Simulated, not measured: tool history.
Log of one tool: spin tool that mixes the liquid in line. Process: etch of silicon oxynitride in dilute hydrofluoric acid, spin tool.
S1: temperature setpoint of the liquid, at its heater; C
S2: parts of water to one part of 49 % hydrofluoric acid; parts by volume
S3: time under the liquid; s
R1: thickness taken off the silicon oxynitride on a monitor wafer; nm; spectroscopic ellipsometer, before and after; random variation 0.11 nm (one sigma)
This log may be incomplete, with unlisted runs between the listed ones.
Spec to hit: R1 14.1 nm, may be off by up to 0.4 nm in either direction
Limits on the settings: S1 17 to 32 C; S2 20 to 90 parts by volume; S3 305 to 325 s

run 1 hour=0 | S1=24 S2=50 S3=305 | R1=16.183
run 2 hour=1 | S1=24 S2=60 S3=305 | R1=13.038
run 3 hour=6 | S1=24.5 S2=60 S3=305 | R1=13.576
run 4 hour=7.9 | S1=24.5 S2=50 S3=305 | R1=16.37
run 5 hour=11.9 | S1=24.5 S2=40 S3=305 | R1=20.676
run 6 hour=14.5 | S1=21.5 S2=40 S3=305 | R1=17.87
run 7 hour=18.9 | S1=20.5 S2=40 S3=305 | R1=16.969
run 8 hour=22 | S1=19.5 S2=40 S3=305 | R1=16.266
run 9 hour=30.1 | S1=19 S2=40 S3=305 | R1=15.591
run 10 hour=32.3 | S1=18.5 S2=40 S3=305 | R1=15.354

4 next moves are on the table. One of them brings every result within its allowed miss. Which?
run A hour=34.5 | S1=18.5 S2=35 S3=305 | R1=?
run B hour=34.5 | S1=18.5 S2=40 S3=325 | R1=?
run C hour=34.5 | S1=17 S2=35 S3=305 | R1=?
run D hour=34.5 | S1=17 S2=40 S3=305 | R1=?

move=A R1=17.566
move=B R1=16.332
move=C R1=16.257
move=D R1=14.188
A: further off than the last run
B: further off than the last run
C: further off than the last run
D: every result lands within tolerance
D is the move that brings every result within its allowed miss.
